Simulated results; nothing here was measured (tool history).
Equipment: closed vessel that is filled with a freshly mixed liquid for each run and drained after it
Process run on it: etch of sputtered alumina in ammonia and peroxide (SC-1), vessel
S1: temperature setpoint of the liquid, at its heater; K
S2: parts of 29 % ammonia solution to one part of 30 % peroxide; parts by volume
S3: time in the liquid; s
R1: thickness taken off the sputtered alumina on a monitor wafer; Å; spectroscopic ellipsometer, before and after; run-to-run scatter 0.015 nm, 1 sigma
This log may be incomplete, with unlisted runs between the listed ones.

run 1 day=0 | S1=331.15 S2=0.4 S3=35 | R1=24.871
run 2 day=0.292 | S1=331.15 S2=0.4 S3=35 | R1=24.921
run 3 day=0.358 | S1=324.15 S2=0.4 S3=35 | R1=17.004
run 4 day=0.583 | S1=324.65 S2=0.4 S3=35 | R1=17.502
run 5 day=0.712 | S1=325.15 S2=0.4 S3=35 | R1=18.235
run 6 day=0.912 | S1=328.15 S2=0.4 S3=35 | R1=21.107
run 7 day=1.192 | S1=327.65 S2=0.4 S3=35 | R1=20.35

Forecast run 8:
run 8 day=1.483 | S1=327.15 S2=0.4 S3=35 | R1=?

Run 8 measured R1 20.087 Å.

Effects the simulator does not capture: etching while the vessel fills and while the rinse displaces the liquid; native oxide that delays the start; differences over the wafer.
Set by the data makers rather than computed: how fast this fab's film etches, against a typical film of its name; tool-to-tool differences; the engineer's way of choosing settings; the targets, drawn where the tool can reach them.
